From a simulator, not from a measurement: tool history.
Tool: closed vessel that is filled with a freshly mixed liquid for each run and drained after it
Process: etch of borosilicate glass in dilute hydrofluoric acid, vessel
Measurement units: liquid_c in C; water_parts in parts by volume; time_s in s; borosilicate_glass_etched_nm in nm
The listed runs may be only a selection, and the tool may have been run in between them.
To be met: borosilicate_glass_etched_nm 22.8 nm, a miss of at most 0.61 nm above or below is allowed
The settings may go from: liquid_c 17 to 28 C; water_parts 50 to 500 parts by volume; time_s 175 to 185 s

run,hour,liquid_c,water_parts,time_s,borosilicate_glass_etched_nm
1,0,20,275,175,11.404
2,6.9,21.5,255,175,13.154
3,12.2,21.5,255,175,13.127
4,14.8,21.5,315,175,10.089
5,22.9,21.5,265,175,12.455
6,29.4,24,265,175,13.474
7,30.6,24.5,245,175,15.174
8,33.1,25,230,175,16.971
9,40,25.5,220,175,18.326
10,46.4,26,215,175,18.992
11,49.8,26.5,210,175,20.179
12,50.4,27,210,175,20.021
13,55.6,27,205,175,20.97
14,56.8,27.5,200,175,22.155

Which of these 4 next moves meets every target?
A,58,26,205,185,?
B,58,27.5,215,185,?
C,58,28,210,175,?
D,58,25.5,185,175,?

move,borosilicate_glass_etched_nm
A,21.569
B,21.45
C,21.264
D,22.706
A: moves away from the targets compared with the last run
B: moves away from the targets compared with the last run
C: moves away from the targets compared with the last run
D: all results in spec
Go with D: it meets all targets.

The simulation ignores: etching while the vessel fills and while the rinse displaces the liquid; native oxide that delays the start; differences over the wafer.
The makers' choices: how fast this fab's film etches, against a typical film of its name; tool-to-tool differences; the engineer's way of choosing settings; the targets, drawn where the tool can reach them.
